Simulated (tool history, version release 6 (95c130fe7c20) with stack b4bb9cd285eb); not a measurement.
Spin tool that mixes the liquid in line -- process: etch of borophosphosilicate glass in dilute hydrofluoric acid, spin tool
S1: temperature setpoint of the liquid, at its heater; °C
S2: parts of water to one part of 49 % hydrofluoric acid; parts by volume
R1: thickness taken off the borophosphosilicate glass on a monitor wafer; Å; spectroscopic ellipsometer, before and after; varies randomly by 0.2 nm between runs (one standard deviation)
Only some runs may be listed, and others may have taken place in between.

{"run": 1, "hour": 0.0, "S1": 25, "S2": 290, "time under the liquid (s)": 100, "R1": 134.9}
{"run": 2, "hour": 4.1, "S1": 27, "S2": 290, "time under the liquid (s)": 100, "R1": 144.29}
{"run": 3, "hour": 12.6, "S1": 28.5, "S2": 255, "time under the liquid (s)": 100, "R1": 176.94}
{"run": 4, "hour": 15.0, "S1": 31.5, "S2": 255, "time under the liquid (s)": 100, "R1": 196.11}
{"run": 5, "hour": 18.3, "S1": 31.5, "S2": 255, "time under the liquid (s)": 105, "R1": 204.38}
{"run": 6, "hour": 22.0, "S1": 28, "S2": 255, "time under the liquid (s)": 105, "R1": 184.8}
{"run": 7, "hour": 30.3, "S1": 29, "S2": 230, "time under the liquid (s)": 105, "R1": 218.96}
{"run": 8, "hour": 33.7, "S1": 30, "S2": 215, "time under the liquid (s)": 105, "R1": 245.96}
{"hour": 39.9, "done": "thermometer replaced"}
{"run": 9, "hour": 39.9, "S1": 30.5, "S2": 205, "time under the liquid (s)": 105, "R1": 279.93}
{"run": 10, "hour": 44.1, "S1": 30.5, "S2": 205, "time under the liquid (s)": 105, "R1": 280.12}
{"run": 11, "hour": 47.9, "S1": 31, "S2": 200, "time under the liquid (s)": 105, "R1": 293.9}
{"run": 12, "hour": 49.0, "S1": 31.5, "S2": 200, "time under the liquid (s)": 105, "R1": 299.55}

Run 13 is up next; what results do you expect?
{"run": 13, "hour": 50.4, "S1": 32, "S2": 200, "time under the liquid (s)": 105, "R1": "?"}

R1: 303.01 Å

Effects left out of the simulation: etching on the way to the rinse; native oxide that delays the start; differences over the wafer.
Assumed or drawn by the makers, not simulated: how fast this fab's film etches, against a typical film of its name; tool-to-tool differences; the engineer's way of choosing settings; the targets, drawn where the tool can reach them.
